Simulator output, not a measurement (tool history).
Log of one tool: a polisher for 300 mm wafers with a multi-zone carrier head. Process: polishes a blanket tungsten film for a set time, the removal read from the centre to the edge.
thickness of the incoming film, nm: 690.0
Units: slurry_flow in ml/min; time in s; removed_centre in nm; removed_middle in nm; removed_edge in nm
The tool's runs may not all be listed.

run  hour  slurry_flow  centre_zone  middle_zone  edge_zone  slurry_solids  time  removed_centre  removed_middle  removed_edge
  1   0.0          135         1.00         1.00       1.00           1.00    58          237.95          250.90        253.13
  2   8.3          135         1.00         1.00       1.00           1.15    58          248.28          257.14        254.51
  3  10.2          135         0.91         1.00       1.00           1.15    58          226.25          257.41        260.73
  4  17.9          130         0.93         0.97       0.99           1.10    57          225.91          244.79        247.25
  5  25.7          125         0.94         0.95       1.00           1.05    56          219.70          227.37        239.76
  6  30.1          125         0.87         0.95       1.00           1.05    56          207.52          231.23        244.61
  7  34.9          120         0.88         0.93       1.00           1.00    56          200.28          214.16        234.23
  8  42.5          115         0.89         0.92       1.00           1.00    56          200.70          219.13        237.81
  9  49.8          115         0.91         0.90       1.00           0.95    56          205.07          212.53        230.81

The next listed run, before its measurement:
 10  56.3          115         0.91         0.90       1.00           0.95    56               ?               ?             ?

Run 10 gave removed_centre 203.36 nm, removed_middle 212.87 nm, removed_edge 232.65 nm.
